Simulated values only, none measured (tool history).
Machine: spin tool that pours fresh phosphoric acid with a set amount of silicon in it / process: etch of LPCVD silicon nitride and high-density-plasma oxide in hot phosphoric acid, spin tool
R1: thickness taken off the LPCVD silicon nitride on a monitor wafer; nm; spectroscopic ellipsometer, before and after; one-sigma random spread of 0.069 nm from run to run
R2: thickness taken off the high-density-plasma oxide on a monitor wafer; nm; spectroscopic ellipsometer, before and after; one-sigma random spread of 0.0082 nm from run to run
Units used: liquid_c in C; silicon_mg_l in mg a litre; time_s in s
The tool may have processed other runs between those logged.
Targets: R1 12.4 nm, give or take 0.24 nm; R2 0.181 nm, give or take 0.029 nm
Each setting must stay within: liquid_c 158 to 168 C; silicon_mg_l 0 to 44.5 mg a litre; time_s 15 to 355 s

run 1 hour=0 | liquid_c=163 silicon_mg_l=19.5 time_s=180 | R1=19.014 R2=0.64453
run 2 hour=3.8 | liquid_c=163 silicon_mg_l=19.5 time_s=150 | R1=15.748 R2=0.51815
run 3 hour=4.8 | liquid_c=162 silicon_mg_l=25.5 time_s=145 | R1=14.875 R2=0.45508
run 4 hour=10.3 | liquid_c=162 silicon_mg_l=25.5 time_s=105 | R1=10.756 R2=0.29105
run 5 hour=14.3 | liquid_c=163 silicon_mg_l=31 time_s=105 | R1=11.074 R2=0.2763
run 6 hour=15 | liquid_c=163 silicon_mg_l=20.5 time_s=105 | R1=11.041 R2=0.36201
run 7 hour=19 | liquid_c=162.5 silicon_mg_l=27.5 time_s=110 | R1=11.459 R2=0.31516
run 8 hour=27.1 | liquid_c=162.5 silicon_mg_l=32.5 time_s=115 | R1=12.021 R2=0.27553
run 9 hour=34.4 | liquid_c=162.5 silicon_mg_l=36 time_s=115 | R1=12.006 R2=0.23687
run 10 hour=43.4 | liquid_c=162.5 silicon_mg_l=38.5 time_s=115 | R1=11.978 R2=0.21757
-- hour=50 dissolved silicon flow meter replaced
run 11 hour=50 | liquid_c=162.5 silicon_mg_l=40 time_s=115 | R1=11.934 R2=0.16116
run 12 hour=51.4 | liquid_c=163 silicon_mg_l=39.5 time_s=115 | R1=12.146 R2=0.1656
run 13 hour=55.7 | liquid_c=163 silicon_mg_l=39 time_s=115 | R1=12.158 R2=0.16062
run 14 hour=63.5 | liquid_c=163 silicon_mg_l=38.5 time_s=115 | R1=12.119 R2=0.18006
run 15 hour=66.5 | liquid_c=163 silicon_mg_l=38 time_s=115 | R1=12.097 R2=0.18021
run 16 hour=70.1 | liquid_c=163 silicon_mg_l=37.5 time_s=115 | R1=12.091 R2=0.19199

Below are 4 possible settings for the next run. Only one of them brings all results inside the allowed miss of their targets. Which is it?
run A hour=73.7 | liquid_c=161 silicon_mg_l=39.5 time_s=120 | R1=? R2=?
run B hour=73.7 | liquid_c=163.5 silicon_mg_l=37 time_s=110 | R1=? R2=?
run C hour=73.7 | liquid_c=162.5 silicon_mg_l=38 time_s=120 | R1=? R2=?
run D hour=73.7 | liquid_c=163 silicon_mg_l=38.5 time_s=110 | R1=? R2=?

move=A R1=11.767 R2=0.15995
move=B R1=11.722 R2=0.20454
move=C R1=12.37 R2=0.19588
move=D R1=11.529 R2=0.18077
A: the biggest miss grows against the last run
B: the biggest miss grows against the last run
C: hits every target within its allowed miss
D: the biggest miss grows against the last run
Answer: C

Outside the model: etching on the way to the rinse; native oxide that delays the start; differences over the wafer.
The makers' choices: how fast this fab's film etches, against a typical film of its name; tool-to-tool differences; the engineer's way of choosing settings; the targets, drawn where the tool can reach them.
